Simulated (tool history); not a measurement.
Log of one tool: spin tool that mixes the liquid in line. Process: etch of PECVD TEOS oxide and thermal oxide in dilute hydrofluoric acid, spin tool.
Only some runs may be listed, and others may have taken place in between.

| run | hour | temperature setpoint of the liquid (K) | parts of water to one part of 49 % hydrofluoric acid (parts by volume) | time under the liquid (s) | thickness taken off the PECVD TEOS oxide on a monitor wafer (angstrom) | thickness taken off the thermal oxide on a monitor wafer (angstrom) |
|---|---|---|---|---|---|---|
| 1 | 0 | 299.15 | 60 | 145 | 347.55 | 122.53 |
| 2 | 3.8 | 299.15 | 60 | 95 | 221.75 | 80.066 |
| 3 | 10.6 | 299.15 | 60 | 45 | 106.35 | 38 |
| 4 | 18 | 299.15 | 60 | 15 | 35.47 | 12.787 |
| 5 | 22.7 | 299.15 | 45 | 15 | 48.391 | 17.185 |
|  | 25.2 | thermometer replaced |
| 6 | 25.2 | 300.65 | 40 | 25 | 101.68 | 36.107 |
| 7 | 30.2 | 301.15 | 40 | 25 | 103.1 | 36.338 |
| 8 | 35.7 | 305.15 | 20 | 50 | 504.27 | 179.16 |
| 9 | 36.5 | 304.15 | 20 | 50 | 479.6 | 172.15 |
| 10 | 43 | 300.15 | 45 | 50 | 172.75 | 62.111 |
| 11 | 51.3 | 300.65 | 45 | 50 | 177.54 | 64.045 |
| 12 | 54.2 | 301.15 | 45 | 50 | 181.48 | 65.026 |

What does the tool deliver on the next run?
| 13 | 58.7 | 301.65 | 45 | 50 | ? | ? |

{"run 13": {"thickness taken off the PECVD TEOS oxide on a monitor wafer (angstrom)": 187.86, "thickness taken off the thermal oxide on a monitor wafer (angstrom)": 66.932}}

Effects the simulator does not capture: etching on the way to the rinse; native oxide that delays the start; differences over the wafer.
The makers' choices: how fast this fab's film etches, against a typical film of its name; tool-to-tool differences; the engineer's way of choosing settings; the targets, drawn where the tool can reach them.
